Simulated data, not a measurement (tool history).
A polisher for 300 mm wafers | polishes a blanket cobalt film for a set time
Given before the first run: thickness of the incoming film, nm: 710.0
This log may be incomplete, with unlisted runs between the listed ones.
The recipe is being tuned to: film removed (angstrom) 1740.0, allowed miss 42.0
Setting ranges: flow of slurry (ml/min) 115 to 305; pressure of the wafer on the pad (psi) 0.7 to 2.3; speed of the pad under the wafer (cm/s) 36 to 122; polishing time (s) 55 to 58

run,hour,flow of slurry (ml/min),pressure of the wafer on the pad (psi),speed of the pad under the wafer (cm/s),polishing time (s),film removed (angstrom)
1,0.0,195,1.5,78,55,1391.6
2,3.2,240,1.5,78,55,1425.7
3,6.3,265,1.5,78,55,1444.4
4,12.3,265,1.6,78,55,1553.5
5,16.4,270,1.7,78,55,1637.1
6,23.1,270,1.7,78,55,1653.2
7,27.3,275,1.7,78,55,1650.8
8,32.9,280,1.7,78,55,1653.6
9,38.3,280,1.7,78,55,1646.2
10,40.8,280,1.7,78,55,1662.7
11,47.1,285,1.7,78,55,1653.5

Of the 5 settings listed for the next run, only one would bring every result within its allowed miss of target. Which one?
A,53.4,280,1.5,80,56,?
B,53.4,270,1.6,82,56,?
C,53.4,300,1.8,70,57,?
D,53.4,260,1.5,92,56,?
E,53.4,305,2.1,66,58,?

move,film removed (angstrom)
A,1537.6
B,1670.6
C,1652.8
D,1748.0
E,1849.9
A: its largest miss is bigger than the last run's
B: nearer than the last run, and not there yet
C: about the same distance from the targets as the last run
D: meets every target
E: carries the result that was furthest off beyond its target, to the other side
D is the move that brings every result within its allowed miss.
